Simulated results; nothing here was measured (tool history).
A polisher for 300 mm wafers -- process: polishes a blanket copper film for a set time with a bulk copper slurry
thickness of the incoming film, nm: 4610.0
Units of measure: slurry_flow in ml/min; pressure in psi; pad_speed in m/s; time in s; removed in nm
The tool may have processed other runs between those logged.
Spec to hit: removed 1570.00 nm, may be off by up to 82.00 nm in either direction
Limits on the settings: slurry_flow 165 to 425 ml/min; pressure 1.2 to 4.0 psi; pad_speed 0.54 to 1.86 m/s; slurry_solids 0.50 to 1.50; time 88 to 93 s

{"run": 1, "day": 0.0, "slurry_flow": 275, "pressure": 2.6, "pad_speed": 1.18, "slurry_solids": 1.0, "time": 88, "removed": 797.75}
{"run": 2, "day": 0.204, "slurry_flow": 335, "pressure": 2.6, "pad_speed": 1.18, "slurry_solids": 1.0, "time": 88, "removed": 809.54}
{"run": 3, "day": 0.267, "slurry_flow": 385, "pressure": 2.6, "pad_speed": 1.18, "slurry_solids": 1.0, "time": 88, "removed": 810.1}
{"run": 4, "day": 0.617, "slurry_flow": 385, "pressure": 3.2, "pad_speed": 1.18, "slurry_solids": 1.0, "time": 88, "removed": 1014.2}
{"run": 5, "day": 0.958, "slurry_flow": 385, "pressure": 3.3, "pad_speed": 1.2, "slurry_solids": 1.0, "time": 88, "removed": 1021.9}
{"run": 6, "day": 1.017, "slurry_flow": 385, "pressure": 3.4, "pad_speed": 1.24, "slurry_solids": 1.0, "time": 88, "removed": 1092.4}
{"run": 7, "day": 1.267, "slurry_flow": 385, "pressure": 3.4, "pad_speed": 1.24, "slurry_solids": 1.0, "time": 88, "removed": 1093.3}
{"run": 8, "day": 1.454, "slurry_flow": 385, "pressure": 3.5, "pad_speed": 1.26, "slurry_solids": 1.0, "time": 88, "removed": 1143.9}
{"run": 9, "day": 1.821, "slurry_flow": 385, "pressure": 3.6, "pad_speed": 1.28, "slurry_solids": 1.0, "time": 88, "removed": 1203.0}

Pick the move, out of 4, that brings all results within their allowed miss; only one does.
{"run": "A", "day": 2.188, "slurry_flow": 380, "pressure": 3.6, "pad_speed": 1.16, "slurry_solids": 0.75, "time": 93, "removed": "?"}
{"run": "B", "day": 2.188, "slurry_flow": 270, "pressure": 3.8, "pad_speed": 1.64, "slurry_solids": 1.25, "time": 93, "removed": "?"}
{"run": "C", "day": 2.188, "slurry_flow": 175, "pressure": 4.0, "pad_speed": 1.48, "slurry_solids": 1.1, "time": 93, "removed": "?"}
{"run": "D", "day": 2.188, "slurry_flow": 420, "pressure": 4.0, "pad_speed": 1.6, "slurry_solids": 1.0, "time": 93, "removed": "?"}

move=A removed=1089.10
move=B removed=1785.40
move=C removed=1573.50
move=D removed=1780.60
A: misses by more than the last run did
B: takes the biggest miss from the last run beyond its target
C: every result within its allowed miss
D: takes the biggest miss from the last run beyond its target
C meets every target.
